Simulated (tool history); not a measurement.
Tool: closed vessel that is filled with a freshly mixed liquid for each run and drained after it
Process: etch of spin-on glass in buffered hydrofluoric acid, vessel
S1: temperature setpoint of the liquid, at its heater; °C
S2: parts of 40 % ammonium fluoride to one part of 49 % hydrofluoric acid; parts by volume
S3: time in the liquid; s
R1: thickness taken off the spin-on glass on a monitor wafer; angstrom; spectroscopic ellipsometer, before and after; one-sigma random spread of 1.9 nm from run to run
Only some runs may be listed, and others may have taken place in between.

{"run": 1, "hour": 0.0, "S1": 23, "S2": 11.5, "S3": 105, "R1": 2507.4}
{"run": 2, "hour": 4.7, "S1": 23, "S2": 8.5, "S3": 105, "R1": 3200.3}
{"run": 3, "hour": 8.2, "S1": 26.5, "S2": 8.5, "S3": 105, "R1": 3886}
{"run": 4, "hour": 11.6, "S1": 26.5, "S2": 8.5, "S3": 115, "R1": 4332.7}
{"run": 5, "hour": 19.3, "S1": 26.5, "S2": 8.5, "S3": 115, "R1": 4291.6}
{"run": 6, "hour": 27.5, "S1": 24, "S2": 9.5, "S3": 115, "R1": 3315.4}
{"run": 7, "hour": 34.2, "S1": 22, "S2": 10, "S3": 115, "R1": 2954.8}

Run 8 has not been measured yet. What should we expect?
{"run": 8, "hour": 40.4, "S1": 20.5, "S2": 10.5, "S3": 115, "R1": "?"}

R1: 2597.9 angstrom
